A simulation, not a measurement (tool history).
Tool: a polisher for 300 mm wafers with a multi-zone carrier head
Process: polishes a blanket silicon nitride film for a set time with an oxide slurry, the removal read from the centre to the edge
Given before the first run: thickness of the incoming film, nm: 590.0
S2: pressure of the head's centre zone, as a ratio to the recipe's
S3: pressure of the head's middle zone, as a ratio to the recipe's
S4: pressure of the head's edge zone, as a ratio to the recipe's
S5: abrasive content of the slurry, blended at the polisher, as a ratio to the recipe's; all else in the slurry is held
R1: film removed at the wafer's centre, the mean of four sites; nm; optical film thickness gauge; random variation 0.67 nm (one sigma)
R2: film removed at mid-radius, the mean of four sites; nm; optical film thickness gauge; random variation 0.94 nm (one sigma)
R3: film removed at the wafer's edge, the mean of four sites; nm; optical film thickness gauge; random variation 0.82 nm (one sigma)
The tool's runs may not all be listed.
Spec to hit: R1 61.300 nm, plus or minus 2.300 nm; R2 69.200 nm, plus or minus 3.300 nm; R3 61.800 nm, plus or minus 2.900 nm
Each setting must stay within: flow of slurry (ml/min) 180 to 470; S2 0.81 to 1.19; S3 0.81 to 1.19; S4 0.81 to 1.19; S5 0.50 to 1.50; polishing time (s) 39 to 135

run 1 hour=0.0 | flow_of_slurry_(ml/min)=300 S2=1.00 S3=1.00 S4=1.00 S5=1.00 polishing_time_(s)=87 | R1=46.652 R2=46.596 R3=47.718
run 2 hour=7.6 | flow_of_slurry_(ml/min)=300 S2=1.00 S3=1.08 S4=1.00 S5=1.00 polishing_time_(s)=87 | R1=46.784 R2=50.083 R3=46.684
run 3 hour=8.5 | flow_of_slurry_(ml/min)=300 S2=0.94 S3=1.08 S4=1.00 S5=1.00 polishing_time_(s)=87 | R1=45.035 R2=49.966 R3=46.573
run 4 hour=17.0 | flow_of_slurry_(ml/min)=300 S2=0.95 S3=1.09 S4=1.01 S5=1.10 polishing_time_(s)=87 | R1=47.586 R2=52.135 R3=49.313
run 5 hour=24.8 | flow_of_slurry_(ml/min)=300 S2=1.01 S3=1.09 S4=1.01 S5=1.10 polishing_time_(s)=87 | R1=49.852 R2=51.860 R3=48.206
run 6 hour=28.2 | flow_of_slurry_(ml/min)=300 S2=1.06 S3=1.09 S4=1.01 S5=1.10 polishing_time_(s)=87 | R1=50.478 R2=51.318 R3=48.485
run 7 hour=28.9 | flow_of_slurry_(ml/min)=300 S2=1.04 S3=1.11 S4=1.02 S5=1.15 polishing_time_(s)=88 | R1=50.330 R2=54.726 R3=49.441
run 8 hour=35.8 | flow_of_slurry_(ml/min)=300 S2=1.04 S3=1.11 S4=1.02 S5=1.20 polishing_time_(s)=89 | R1=52.172 R2=56.456 R3=50.047
run 9 hour=43.0 | flow_of_slurry_(ml/min)=300 S2=1.04 S3=1.10 S4=1.03 S5=1.25 polishing_time_(s)=90 | R1=53.843 R2=56.184 R3=53.270
run 10 hour=51.7 | flow_of_slurry_(ml/min)=300 S2=1.04 S3=1.11 S4=1.03 S5=1.30 polishing_time_(s)=91 | R1=55.649 R2=58.405 R3=53.411
run 11 hour=54.4 | flow_of_slurry_(ml/min)=300 S2=1.03 S3=1.12 S4=1.04 S5=1.35 polishing_time_(s)=92 | R1=55.367 R2=58.156 R3=54.143
run 12 hour=62.2 | flow_of_slurry_(ml/min)=300 S2=1.02 S3=1.13 S4=1.04 S5=1.35 polishing_time_(s)=94 | R1=56.546 R2=60.231 R3=56.429
run 13 hour=71.0 | flow_of_slurry_(ml/min)=300 S2=1.02 S3=1.13 S4=1.04 S5=1.35 polishing_time_(s)=94 | R1=55.991 R2=61.244 R3=55.749
run 14 hour=74.9 | flow_of_slurry_(ml/min)=300 S2=1.02 S3=1.14 S4=1.05 S5=1.35 polishing_time_(s)=95 | R1=57.049 R2=62.605 R3=57.297
run 15 hour=75.8 | flow_of_slurry_(ml/min)=300 S2=1.02 S3=1.15 S4=1.06 S5=1.35 polishing_time_(s)=95 | R1=56.909 R2=61.824 R3=58.587
run 16 hour=77.4 | flow_of_slurry_(ml/min)=300 S2=1.02 S3=1.16 S4=1.06 S5=1.35 polishing_time_(s)=96 | R1=57.816 R2=64.467 R3=57.654
run 17 hour=83.1 | flow_of_slurry_(ml/min)=300 S2=1.02 S3=1.16 S4=1.07 S5=1.35 polishing_time_(s)=96 | R1=56.833 R2=65.057 R3=59.456
run 18 hour=83.7 | flow_of_slurry_(ml/min)=305 S2=1.03 S3=1.16 S4=1.07 S5=1.35 polishing_time_(s)=96 | R1=57.919 R2=64.354 R3=57.368

Which of these 5 next moves meets every target?
run A hour=84.3 | flow_of_slurry_(ml/min)=250 S2=1.04 S3=1.18 S4=1.05 S5=1.50 polishing_time_(s)=101 | R1=? R2=? R3=?
run B hour=84.3 | flow_of_slurry_(ml/min)=365 S2=1.09 S3=1.19 S4=1.02 S5=1.35 polishing_time_(s)=94 | R1=? R2=? R3=?
run C hour=84.3 | flow_of_slurry_(ml/min)=260 S2=1.09 S3=1.19 S4=1.07 S5=1.35 polishing_time_(s)=91 | R1=? R2=? R3=?
run D hour=84.3 | flow_of_slurry_(ml/min)=385 S2=1.09 S3=1.12 S4=1.02 S5=1.25 polishing_time_(s)=95 | R1=? R2=? R3=?
run E hour=84.3 | flow_of_slurry_(ml/min)=260 S2=1.06 S3=0.95 S4=1.13 S5=1.50 polishing_time_(s)=100 | R1=? R2=? R3=?

move=A R1=62.008 R2=68.875 R3=62.073
move=B R1=59.738 R2=64.850 R3=56.734
move=C R1=55.936 R2=60.904 R3=54.950
move=D R1=59.282 R2=61.083 R3=56.308
move=E R1=62.236 R2=56.920 R3=64.168
A: meets every target
B: moves away from the targets compared with the last run
C: moves away from the targets compared with the last run
D: moves away from the targets compared with the last run
E: brings the result that was furthest off to its target, and leaves another outside
Move A is the one to make.
